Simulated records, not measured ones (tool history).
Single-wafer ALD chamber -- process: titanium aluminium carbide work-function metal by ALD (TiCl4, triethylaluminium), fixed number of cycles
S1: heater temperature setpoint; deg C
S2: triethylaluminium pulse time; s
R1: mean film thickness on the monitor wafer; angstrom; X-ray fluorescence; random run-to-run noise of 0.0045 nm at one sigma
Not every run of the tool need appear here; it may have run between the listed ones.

run 1 hour=0 | S1=295 S2=11.51 | R1=19.382
run 2 hour=0.8 | S1=295 S2=9.16 | R1=18.616
run 3 hour=2.8 | S1=292 S2=9.04 | R1=18.323
run 4 hour=8.6 | S1=282 S2=9.04 | R1=17.425
run 5 hour=11.1 | S1=284 S2=9.11 | R1=17.626
run 6 hour=13.9 | S1=284 S2=6.1 | R1=14.704
run 7 hour=22.8 | S1=294 S2=6.47 | R1=16.078

What does the tool deliver on the next run?
run 8 hour=30.6 | S1=301 S2=6.59 | R1=?

{"run 8": {"R1": 16.84}}
